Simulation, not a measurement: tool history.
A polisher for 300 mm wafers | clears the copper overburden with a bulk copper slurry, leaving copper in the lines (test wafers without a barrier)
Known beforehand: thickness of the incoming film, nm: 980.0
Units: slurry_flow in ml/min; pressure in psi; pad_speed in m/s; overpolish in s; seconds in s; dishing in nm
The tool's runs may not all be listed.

run	hour	slurry_flow	pressure	pad_speed	slurry_solids	overpolish	seconds	dishing
1	0	270	2.7	1	1	11	114.11	49.185
2	3.9	270	2.2	1	1	11	135.9	44.259
3	5.5	270	2.6	1	1	11	117.98	48.006
4	10.3	270	2.4	1	1	12	128.52	50.47
5	13	270	2.3	1	1	12	132.48	48.361
6	16.7	270	2.2	1	1	13	138.18	49.335
7	19	270	2.1	1	1	14	143.29	50.413

Forecast run 8:
8	28	270	2	1	1	14	?	?

seconds: 150.47 s
dishing: 47.613 nm

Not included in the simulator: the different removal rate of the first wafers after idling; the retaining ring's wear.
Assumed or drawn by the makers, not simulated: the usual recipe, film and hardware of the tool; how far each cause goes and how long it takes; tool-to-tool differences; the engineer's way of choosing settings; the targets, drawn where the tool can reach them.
